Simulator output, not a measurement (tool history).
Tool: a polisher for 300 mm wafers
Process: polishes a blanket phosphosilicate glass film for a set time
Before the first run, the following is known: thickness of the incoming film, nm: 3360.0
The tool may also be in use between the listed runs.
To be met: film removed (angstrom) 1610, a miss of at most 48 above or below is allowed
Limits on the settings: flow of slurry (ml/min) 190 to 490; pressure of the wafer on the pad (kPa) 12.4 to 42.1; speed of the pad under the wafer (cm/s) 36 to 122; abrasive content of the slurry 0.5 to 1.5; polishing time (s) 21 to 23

run  hour  flow of slurry (ml/min)  pressure of the wafer on the pad (kPa)  speed of the pad under the wafer (cm/s)  abrasive content of the slurry  polishing time (s)  film removed (angstrom)
  1     0                      315                                    26.9                                       78                               1                  23                   1996.3
  2   3.3                      260                                    26.9                                       78                               1                  23                   1959.7
  3     6                      260                                    26.9                                       78                             1.2                  23                   2063.6
  4  10.8                      260                                    26.2                                       78                             1.2                  23                   2023.8
  5  17.9                      260                                    25.5                                       78                             1.2                  23                   2021.8
  6  21.7                      260                                    24.1                                       78                             1.2                  23                   1889.6
  7  23.2                      260                                    23.4                                       78                             1.2                  23                   1817.9
  8  26.7                      260                                    22.8                                       78                             1.2                  23                   1774.9
  9    33                      260                                    22.1                                       78                             1.2                  23                   1727.2

Consider the 5 candidate settings below. Which is the only one whose results all fall within their allowed miss of target?
  A  39.3                      245                                    24.1                                       78                             1.2                  22                        ?
  B  39.3                      280                                    24.1                                       74                             1.3                  23                        ?
  C  39.3                      205                                    21.4                                       74                            1.25                  23                        ?
  D  39.3                      255                                    24.1                                       76                             1.3                  23                        ?
  E  39.3                      330                                    18.6                                      106                             1.3                  23                        ?

move  film removed (angstrom)
   A                   1784.1
   B                   1873.2
   C                   1602.1
   D                   1891.4
   E                     1870
A: its largest miss is bigger than the last run's
B: its largest miss is bigger than the last run's
C: hits every target within its allowed miss
D: its largest miss is bigger than the last run's
E: its largest miss is bigger than the last run's
The right move is C.

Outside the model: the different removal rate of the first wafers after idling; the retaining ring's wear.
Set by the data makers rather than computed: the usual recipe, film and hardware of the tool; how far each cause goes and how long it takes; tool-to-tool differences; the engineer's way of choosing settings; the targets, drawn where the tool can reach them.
